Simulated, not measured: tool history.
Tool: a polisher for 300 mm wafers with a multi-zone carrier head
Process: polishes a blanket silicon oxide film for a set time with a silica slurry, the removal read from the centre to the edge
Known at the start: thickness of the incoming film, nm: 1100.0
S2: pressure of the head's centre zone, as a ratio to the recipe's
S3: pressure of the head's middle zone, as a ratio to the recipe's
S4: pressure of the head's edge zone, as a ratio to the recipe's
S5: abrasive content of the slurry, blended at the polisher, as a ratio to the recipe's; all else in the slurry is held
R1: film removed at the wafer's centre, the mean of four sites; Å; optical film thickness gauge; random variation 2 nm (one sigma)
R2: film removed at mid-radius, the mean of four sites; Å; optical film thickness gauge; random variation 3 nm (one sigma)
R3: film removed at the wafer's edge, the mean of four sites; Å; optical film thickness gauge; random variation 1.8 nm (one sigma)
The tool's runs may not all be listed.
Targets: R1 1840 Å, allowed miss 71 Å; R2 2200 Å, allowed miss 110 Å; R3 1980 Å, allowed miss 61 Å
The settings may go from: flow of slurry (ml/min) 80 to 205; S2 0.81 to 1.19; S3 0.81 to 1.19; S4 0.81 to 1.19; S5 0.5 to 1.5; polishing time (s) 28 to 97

run 1 hour=0 | flow_of_slurry_(ml/min)=135 S2=1 S3=1 S4=1 S5=1 polishing_time_(s)=62 | R1=3119.8 R2=3183.1 R3=3091.1
run 2 hour=6.5 | flow_of_slurry_(ml/min)=130 S2=0.97 S3=1 S4=0.97 S5=0.85 polishing_time_(s)=60 | R1=2689.4 R2=2834 R3=2807.2
run 3 hour=13.5 | flow_of_slurry_(ml/min)=130 S2=0.97 S3=1 S4=0.97 S5=0.85 polishing_time_(s)=54 | R1=2497.5 R2=2472.3 R3=2505.1
run 4 hour=19.1 | flow_of_slurry_(ml/min)=130 S2=0.97 S3=0.93 S4=0.97 S5=0.85 polishing_time_(s)=54 | R1=2473.1 R2=2402.6 R3=2509.7
run 5 hour=22.4 | flow_of_slurry_(ml/min)=130 S2=0.97 S3=0.93 S4=0.97 S5=0.85 polishing_time_(s)=48 | R1=2148.9 R2=2059 R3=2231.6
run 6 hour=26.2 | flow_of_slurry_(ml/min)=130 S2=0.97 S3=0.93 S4=0.97 S5=0.75 polishing_time_(s)=48 | R1=2036.2 R2=2017.7 R3=2111
run 7 hour=34.2 | flow_of_slurry_(ml/min)=130 S2=0.96 S3=0.98 S4=0.96 S5=0.7 polishing_time_(s)=48 | R1=2030.7 R2=2029.3 R3=2054.9
run 8 hour=40.9 | flow_of_slurry_(ml/min)=125 S2=0.93 S3=1.02 S4=0.95 S5=0.7 polishing_time_(s)=48 | R1=1916 R2=2075.4 R3=2010.1

Which of these 5 next moves meets every target?
run A hour=47.6 | flow_of_slurry_(ml/min)=130 S2=0.84 S3=1.15 S4=0.92 S5=0.65 polishing_time_(s)=46 | R1=? R2=? R3=?
run B hour=47.6 | flow_of_slurry_(ml/min)=125 S2=0.88 S3=1.07 S4=0.89 S5=0.75 polishing_time_(s)=47 | R1=? R2=? R3=?
run C hour=47.6 | flow_of_slurry_(ml/min)=150 S2=0.82 S3=1.03 S4=0.91 S5=0.65 polishing_time_(s)=45 | R1=? R2=? R3=?
run D hour=47.6 | flow_of_slurry_(ml/min)=110 S2=0.93 S3=1.1 S4=1.02 S5=0.6 polishing_time_(s)=46 | R1=? R2=? R3=?
run E hour=47.6 | flow_of_slurry_(ml/min)=140 S2=0.95 S3=1.02 S4=0.87 S5=0.5 polishing_time_(s)=50 | R1=? R2=? R3=?

move=A R1=1660.3 R2=2149.3 R3=1864.4
move=B R1=1856 R2=2169.3 R3=1988.5
move=C R1=1646.3 R2=1975.8 R3=1862.1
move=D R1=1672.5 R2=1911.8 R3=1811
move=E R1=1838.8 R2=1917.9 R3=1805.3
A: brings the result that was furthest off to its target, and leaves another outside
B: meets every target
C: further off than the last run
D: further off than the last run
E: further off than the last run
Answer: B

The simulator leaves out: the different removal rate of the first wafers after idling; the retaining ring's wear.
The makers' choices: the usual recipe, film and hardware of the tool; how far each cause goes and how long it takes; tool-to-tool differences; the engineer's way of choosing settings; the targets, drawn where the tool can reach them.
